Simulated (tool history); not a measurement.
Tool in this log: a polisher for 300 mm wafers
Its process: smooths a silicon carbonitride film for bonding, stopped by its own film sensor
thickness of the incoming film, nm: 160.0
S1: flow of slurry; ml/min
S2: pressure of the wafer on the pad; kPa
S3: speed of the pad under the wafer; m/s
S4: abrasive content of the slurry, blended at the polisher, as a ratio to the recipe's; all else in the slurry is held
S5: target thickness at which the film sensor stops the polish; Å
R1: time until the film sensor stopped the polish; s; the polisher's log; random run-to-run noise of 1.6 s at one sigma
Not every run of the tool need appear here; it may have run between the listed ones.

run  hour   S1    S2    S3   S4    S5      R1
  1   0.0  170  11.0  0.74  1.0  1340  167.34
  2   7.4  125  11.0  0.74  1.0  1340  175.94
  3   8.1  120  11.0  0.74  1.0  1340  176.97
  4  16.4  120  11.0  0.74  1.0  1340  181.14
  5  17.6  140  11.0  0.74  1.0  1340  171.65
  6  26.5  135  11.0  0.74  1.0  1340  174.42
  7  31.9  130  11.0  0.74  1.0  1340  175.30

Forecast run 8:
  8  37.4  125  11.0  0.74  1.0  1340   ?

Run 8 produced R1 177.34 s.
